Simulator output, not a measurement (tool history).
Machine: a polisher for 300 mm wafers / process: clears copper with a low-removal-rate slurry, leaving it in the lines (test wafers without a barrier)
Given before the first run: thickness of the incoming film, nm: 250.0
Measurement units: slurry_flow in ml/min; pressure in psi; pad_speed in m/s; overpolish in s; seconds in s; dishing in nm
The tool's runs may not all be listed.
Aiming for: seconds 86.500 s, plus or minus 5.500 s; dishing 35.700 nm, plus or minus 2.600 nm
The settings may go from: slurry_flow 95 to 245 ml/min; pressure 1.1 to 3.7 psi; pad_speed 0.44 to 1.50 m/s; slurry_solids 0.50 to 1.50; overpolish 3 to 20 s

{"run": 1, "day": 0.0, "slurry_flow": 155, "pressure": 2.4, "pad_speed": 0.96, "slurry_solids": 1.0, "overpolish": 10, "seconds": 121.14, "dishing": 16.202}
{"run": 2, "day": 0.171, "slurry_flow": 175, "pressure": 2.4, "pad_speed": 0.96, "slurry_solids": 1.0, "overpolish": 10, "seconds": 110.83, "dishing": 16.264}
{"run": 3, "day": 0.35, "slurry_flow": 175, "pressure": 2.4, "pad_speed": 0.96, "slurry_solids": 1.0, "overpolish": 13, "seconds": 115.0, "dishing": 21.299}
{"run": 4, "day": 0.721, "slurry_flow": 175, "pressure": 2.5, "pad_speed": 0.96, "slurry_solids": 1.0, "overpolish": 13, "seconds": 110.24, "dishing": 21.309}
{"run": 5, "day": 1.012, "slurry_flow": 175, "pressure": 2.5, "pad_speed": 0.8, "slurry_solids": 1.0, "overpolish": 13, "seconds": 136.72, "dishing": 18.242}
{"run": 6, "day": 1.042, "slurry_flow": 215, "pressure": 2.5, "pad_speed": 0.8, "slurry_solids": 1.0, "overpolish": 13, "seconds": 128.45, "dishing": 17.837}
{"run": 7, "day": 1.242, "slurry_flow": 215, "pressure": 2.6, "pad_speed": 0.8, "slurry_solids": 1.0, "overpolish": 14, "seconds": 122.7, "dishing": 20.461}
{"run": 8, "day": 1.412, "slurry_flow": 215, "pressure": 2.7, "pad_speed": 0.8, "slurry_solids": 1.0, "overpolish": 14, "seconds": 119.51, "dishing": 22.134}
{"run": 9, "day": 1.592, "slurry_flow": 215, "pressure": 2.7, "pad_speed": 0.8, "slurry_solids": 1.0, "overpolish": 14, "seconds": 122.34, "dishing": 22.343}
{"run": 10, "day": 1.758, "slurry_flow": 215, "pressure": 2.7, "pad_speed": 0.8, "slurry_solids": 1.0, "overpolish": 14, "seconds": 116.8, "dishing": 20.899}
{"run": 11, "day": 2.117, "slurry_flow": 215, "pressure": 2.8, "pad_speed": 0.8, "slurry_solids": 1.0, "overpolish": 14, "seconds": 115.09, "dishing": 22.071}
{"run": 12, "day": 2.392, "slurry_flow": 210, "pressure": 3.4, "pad_speed": 0.82, "slurry_solids": 1.0, "overpolish": 16, "seconds": 92.406, "dishing": 32.277}
{"run": 13, "day": 2.633, "slurry_flow": 210, "pressure": 3.5, "pad_speed": 0.82, "slurry_solids": 1.0, "overpolish": 16, "seconds": 89.826, "dishing": 31.398}

Next run, 5 choices. One meets every target within its allowed miss, the rest don't. Which?
{"run": "A", "day": 2.875, "slurry_flow": 195, "pressure": 3.2, "pad_speed": 0.84, "slurry_solids": 1.1, "overpolish": 13, "seconds": "?", "dishing": "?"}
{"run": "B", "day": 2.875, "slurry_flow": 220, "pressure": 3.7, "pad_speed": 0.88, "slurry_solids": 0.75, "overpolish": 17, "seconds": "?", "dishing": "?"}
{"run": "C", "day": 2.875, "slurry_flow": 220, "pressure": 3.7, "pad_speed": 0.74, "slurry_solids": 1.25, "overpolish": 12, "seconds": "?", "dishing": "?"}
{"run": "D", "day": 2.875, "slurry_flow": 215, "pressure": 3.3, "pad_speed": 0.86, "slurry_solids": 0.8, "overpolish": 16, "seconds": "?", "dishing": "?"}
{"run": "E", "day": 2.875, "slurry_flow": 225, "pressure": 3.0, "pad_speed": 0.8, "slurry_solids": 1.15, "overpolish": 19, "seconds": "?", "dishing": "?"}

move=A seconds=92.040 dishing=24.000
move=B seconds=83.280 dishing=33.717
move=C seconds=86.113 dishing=23.800
move=D seconds=93.854 dishing=28.541
move=E seconds=99.965 dishing=31.366
A: further off than the last run
B: in spec on every target
C: further off than the last run
D: further off than the last run
E: further off than the last run
B is the move that brings every result within its allowed miss.
